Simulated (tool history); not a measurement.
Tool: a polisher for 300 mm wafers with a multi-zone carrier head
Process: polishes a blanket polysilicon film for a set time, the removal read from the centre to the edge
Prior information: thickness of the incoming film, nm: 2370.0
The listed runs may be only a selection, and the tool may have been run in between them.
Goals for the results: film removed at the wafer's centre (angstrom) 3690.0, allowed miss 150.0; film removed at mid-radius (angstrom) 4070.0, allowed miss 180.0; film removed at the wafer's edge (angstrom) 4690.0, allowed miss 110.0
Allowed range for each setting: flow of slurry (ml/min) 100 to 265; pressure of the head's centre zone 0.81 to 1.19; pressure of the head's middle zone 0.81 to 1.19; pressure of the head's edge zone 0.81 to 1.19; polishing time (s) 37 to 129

| run | hour | flow of slurry (ml/min) | pressure of the head's centre zone | pressure of the head's middle zone | pressure of the head's edge zone | polishing time (s) | film removed at the wafer's centre (angstrom) | film removed at mid-radius (angstrom) | film removed at the wafer's edge (angstrom) |
|---|---|---|---|---|---|---|---|---|---|
| 1 | 0.0 | 170 | 1.00 | 1.00 | 1.00 | 83 | 4517.6 | 4433.5 | 4598.5 |
| 2 | 6.2 | 160 | 0.97 | 0.99 | 1.02 | 83 | 4282.9 | 4246.6 | 4488.7 |
| 3 | 13.6 | 160 | 0.97 | 0.99 | 0.94 | 83 | 4454.6 | 4308.7 | 4334.5 |
| 4 | 15.3 | 160 | 0.97 | 0.99 | 0.89 | 83 | 4398.5 | 4269.4 | 4251.7 |
| 5 | 17.8 | 140 | 0.97 | 0.99 | 0.89 | 83 | 4257.3 | 4259.3 | 4173.4 |
| 6 | 22.8 | 140 | 1.01 | 0.99 | 0.89 | 83 | 4425.0 | 4293.0 | 4153.2 |
| 7 | 28.1 | 140 | 0.97 | 0.99 | 0.93 | 83 | 4181.7 | 4199.0 | 4274.9 |
| 8 | 29.1 | 135 | 0.96 | 0.99 | 0.96 | 83 | 4140.6 | 4104.7 | 4295.1 |
| 9 | 36.6 | 135 | 0.94 | 1.00 | 0.99 | 83 | 4151.8 | 4206.6 | 4372.4 |
| 10 | 45.6 | 100 | 0.84 | 0.95 | 1.09 | 82 | 3266.4 | 3672.2 | 4257.2 |
| 11 | 46.7 | 110 | 0.84 | 0.95 | 1.10 | 82 | 3327.4 | 3843.2 | 4356.5 |
| 12 | 48.0 | 120 | 0.85 | 0.94 | 1.11 | 82 | 3537.6 | 3952.5 | 4421.1 |
| 13 | 49.3 | 120 | 0.85 | 0.94 | 1.11 | 82 | 3569.9 | 3858.6 | 4439.8 |
| 14 | 54.6 | 125 | 0.85 | 0.94 | 1.12 | 82 | 3612.6 | 3909.5 | 4521.6 |
| 15 | 61.1 | 125 | 0.85 | 0.94 | 1.12 | 82 | 3537.7 | 3900.8 | 4481.9 |
| 16 | 63.1 | 130 | 0.85 | 0.94 | 1.13 | 82 | 3556.1 | 3894.9 | 4522.0 |

5 next moves are on the table. One of them brings every result within its allowed miss. Which?
| A | 65.1 | 165 | 0.87 | 1.11 | 0.98 | 80 | ? | ? | ? |
| B | 65.1 | 140 | 0.81 | 0.98 | 1.19 | 80 | ? | ? | ? |
| C | 65.1 | 130 | 0.86 | 0.96 | 1.15 | 83 | ? | ? | ? |
| D | 65.1 | 160 | 0.99 | 1.02 | 1.13 | 76 | ? | ? | ? |
| E | 65.1 | 150 | 0.92 | 1.04 | 1.10 | 84 | ? | ? | ? |

| move | film removed at the wafer's centre (angstrom) | film removed at mid-radius (angstrom) | film removed at the wafer's edge (angstrom) |
|---|---|---|---|
| A | 3832.3 | 4587.2 | 4314.5 |
| B | 3431.4 | 4021.6 | 4645.1 |
| C | 3699.1 | 4032.7 | 4675.0 |
| D | 4105.1 | 4051.9 | 4383.9 |
| E | 4158.0 | 4487.6 | 4732.3 |
A: moves away from the targets compared with the last run
B: the furthest-off result lands on target, but another misses its tolerance
C: each result inside its tolerance
D: moves away from the targets compared with the last run
E: the furthest-off result lands on target, but another misses its tolerance
Correct choice: C, which meets every target
